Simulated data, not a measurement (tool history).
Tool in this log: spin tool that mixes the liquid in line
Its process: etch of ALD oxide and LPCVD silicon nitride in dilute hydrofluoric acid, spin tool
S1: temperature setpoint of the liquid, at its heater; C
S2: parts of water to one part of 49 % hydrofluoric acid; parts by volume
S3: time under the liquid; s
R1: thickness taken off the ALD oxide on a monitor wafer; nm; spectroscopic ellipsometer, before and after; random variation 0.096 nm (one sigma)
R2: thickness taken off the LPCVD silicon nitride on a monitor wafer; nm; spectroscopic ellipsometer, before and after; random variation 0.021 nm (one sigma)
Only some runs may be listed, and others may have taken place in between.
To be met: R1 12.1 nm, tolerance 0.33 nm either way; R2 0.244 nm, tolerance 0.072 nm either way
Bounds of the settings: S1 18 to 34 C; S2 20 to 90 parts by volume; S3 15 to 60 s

Run 1, hour 0: S1 26 C, S2 50 parts by volume, S3 30 s. Result: R1 15.2 nm, R2 0.34773 nm.
Run 2, hour 5: S1 29 C, S2 50 parts by volume, S3 30 s. Result: R1 17.212 nm, R2 0.4555 nm.
Run 3, hour 8.5: S1 29 C, S2 50 parts by volume, S3 35 s. Result: R1 19.905 nm, R2 0.43854 nm.
Run 4, hour 11.9: S1 29 C, S2 60 parts by volume, S3 35 s. Result: R1 16.457 nm, R2 0.37272 nm.
Run 5, hour 19.6: S1 27.5 C, S2 60 parts by volume, S3 35 s. Result: R1 15.616 nm, R2 0.38735 nm.
Run 6, hour 21.2: S1 27.5 C, S2 60 parts by volume, S3 30 s. Result: R1 13.353 nm, R2 0.30801 nm.
Run 7, hour 23.8: S1 27 C, S2 60 parts by volume, S3 30 s. Result: R1 12.972 nm, R2 0.26376 nm.
Run 8, hour 29.4: S1 26 C, S2 60 parts by volume, S3 30 s. Result: R1 12.562 nm, R2 0.27765 nm.

Which one of the following 5 next-run settings gets every result inside its allowed miss? There is exactly one.
Run A, hour 35: S1 22 C, S2 50 parts by volume, S3 30 s. Result: R1 ?, R2 ?.
Run B, hour 35: S1 21 C, S2 75 parts by volume, S3 45 s. Result: R1 ?, R2 ?.
Run C, hour 35: S1 32.5 C, S2 50 parts by volume, S3 20 s. Result: R1 ?, R2 ?.
Run D, hour 35: S1 24 C, S2 60 parts by volume, S3 30 s. Result: R1 ?, R2 ?.
Run E, hour 35: S1 19.5 C, S2 60 parts by volume, S3 40 s. Result: R1 ?, R2 ?.

move      R1       R2
   A  12.931  0.21764
   B   12.03  0.20516
   C  13.137  0.28967
   D  11.555  0.20852
   E  12.777  0.20448
A: moves away from the targets compared with the last run
B: hits every target within its allowed miss
C: moves away from the targets compared with the last run
D: takes the biggest miss from the last run beyond its target
E: moves away from the targets compared with the last run
Move B is the one to make.
